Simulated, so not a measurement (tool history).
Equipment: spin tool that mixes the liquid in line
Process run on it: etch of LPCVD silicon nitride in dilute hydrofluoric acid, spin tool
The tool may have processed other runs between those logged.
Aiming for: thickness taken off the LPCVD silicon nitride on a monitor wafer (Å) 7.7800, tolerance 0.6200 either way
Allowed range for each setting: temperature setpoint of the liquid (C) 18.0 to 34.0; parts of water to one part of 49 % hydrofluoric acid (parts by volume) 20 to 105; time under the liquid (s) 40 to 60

| run | hour | temperature setpoint of the liquid (C) | parts of water to one part of 49 % hydrofluoric acid (parts by volume) | time under the liquid (s) | thickness taken off the LPCVD silicon nitride on a monitor wafer (Å) |
|---|---|---|---|---|---|
| 1 | 0.0 | 26.0 | 55 | 60 | 5.2804 |
| 2 | 3.5 | 26.5 | 55 | 60 | 5.3768 |
| 3 | 12.5 | 26.5 | 55 | 40 | 3.6313 |
| 4 | 16.4 | 26.5 | 50 | 40 | 4.0590 |
| 5 | 17.5 | 27.5 | 45 | 45 | 5.3314 |
| 6 | 23.5 | 27.5 | 60 | 45 | 3.9483 |
| 7 | 25.1 | 28.0 | 55 | 45 | 4.5863 |
| 8 | 31.5 | 28.5 | 55 | 45 | 4.7996 |
| 9 | 40.4 | 29.0 | 55 | 45 | 4.6816 |
| 10 | 42.8 | 29.5 | 50 | 45 | 5.5414 |

Exactly one of the 4 candidate moves below puts every result within its allowed miss. Which one?
| A | 45.2 | 28.0 | 55 | 40 | ? |
| B | 45.2 | 27.5 | 45 | 40 | ? |
| C | 45.2 | 32.0 | 45 | 50 | ? |
| D | 45.2 | 27.5 | 65 | 50 | ? |

| move | thickness taken off the LPCVD silicon nitride on a monitor wafer (Å) |
|---|---|
| A | 4.0819 |
| B | 4.8135 |
| C | 8.0542 |
| D | 4.1865 |
A: further off than the last run
B: further off than the last run
C: all results land within tolerance of their targets
D: further off than the last run
Answer: C

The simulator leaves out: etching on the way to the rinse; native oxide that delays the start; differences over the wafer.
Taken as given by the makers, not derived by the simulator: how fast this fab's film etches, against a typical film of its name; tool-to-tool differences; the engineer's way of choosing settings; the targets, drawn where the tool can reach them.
